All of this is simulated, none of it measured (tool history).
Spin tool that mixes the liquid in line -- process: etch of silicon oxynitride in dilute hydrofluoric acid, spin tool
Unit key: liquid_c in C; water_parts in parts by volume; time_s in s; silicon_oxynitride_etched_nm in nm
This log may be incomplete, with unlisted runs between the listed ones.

| run | hour | liquid_c | water_parts | time_s | silicon_oxynitride_etched_nm |
|---|---|---|---|---|---|
| 1 | 0 | 25 | 190 | 70 | 1.642 |
| 2 | 4.5 | 26 | 190 | 70 | 1.7301 |
| 3 | 8.4 | 26.5 | 190 | 70 | 1.7743 |
| 4 | 10.1 | 27 | 190 | 70 | 1.8055 |
| 5 | 17.5 | 27.5 | 190 | 70 | 1.8512 |
| 6 | 18.9 | 27.5 | 190 | 50 | 1.3116 |
| 7 | 24.6 | 27.5 | 180 | 50 | 1.3989 |

Expected results for the next run?
| 8 | 33.1 | 27.5 | 180 | 50 | ? |

{"run 8": {"silicon_oxynitride_etched_nm": 1.4101}}
